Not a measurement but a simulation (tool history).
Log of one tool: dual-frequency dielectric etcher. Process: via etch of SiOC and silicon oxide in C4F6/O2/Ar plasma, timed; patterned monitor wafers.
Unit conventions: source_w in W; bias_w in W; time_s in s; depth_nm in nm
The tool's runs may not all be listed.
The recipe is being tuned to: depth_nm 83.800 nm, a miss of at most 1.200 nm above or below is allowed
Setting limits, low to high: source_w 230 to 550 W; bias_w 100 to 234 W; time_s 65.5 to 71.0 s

| run | hour | source_w | bias_w | time_s | depth_nm |
|---|---|---|---|---|---|
| 1 | 0.0 | 390 | 167 | 71.0 | 78.058 |
| 2 | 1.8 | 400 | 167 | 71.0 | 78.004 |
| 3 | 7.1 | 360 | 167 | 71.0 | 76.688 |
| 4 | 15.0 | 360 | 181 | 71.0 | 79.107 |
| 5 | 22.4 | 370 | 182 | 71.0 | 78.881 |
| 6 | 27.2 | 370 | 154 | 71.0 | 74.446 |
| 7 | 28.1 | 390 | 155 | 71.0 | 75.490 |
| 8 | 31.8 | 390 | 155 | 71.0 | 75.603 |
| 9 | 37.9 | 410 | 156 | 71.0 | 76.941 |
| 10 | 42.5 | 490 | 162 | 71.0 | 81.856 |

Pick the move, out of 4, that brings all results within their allowed miss; only one does.
| A | 47.1 | 500 | 168 | 71.0 | ? |
| B | 47.1 | 480 | 180 | 66.5 | ? |
| C | 47.1 | 550 | 153 | 69.0 | ? |
| D | 47.1 | 550 | 157 | 67.0 | ? |

| move | depth_nm |
|---|---|
| A | 83.764 |
| B | 79.539 |
| C | 80.864 |
| D | 79.236 |
A: all results land within tolerance of their targets
B: misses by more than the last run did
C: misses by more than the last run did
D: misses by more than the last run did
A meets every target.

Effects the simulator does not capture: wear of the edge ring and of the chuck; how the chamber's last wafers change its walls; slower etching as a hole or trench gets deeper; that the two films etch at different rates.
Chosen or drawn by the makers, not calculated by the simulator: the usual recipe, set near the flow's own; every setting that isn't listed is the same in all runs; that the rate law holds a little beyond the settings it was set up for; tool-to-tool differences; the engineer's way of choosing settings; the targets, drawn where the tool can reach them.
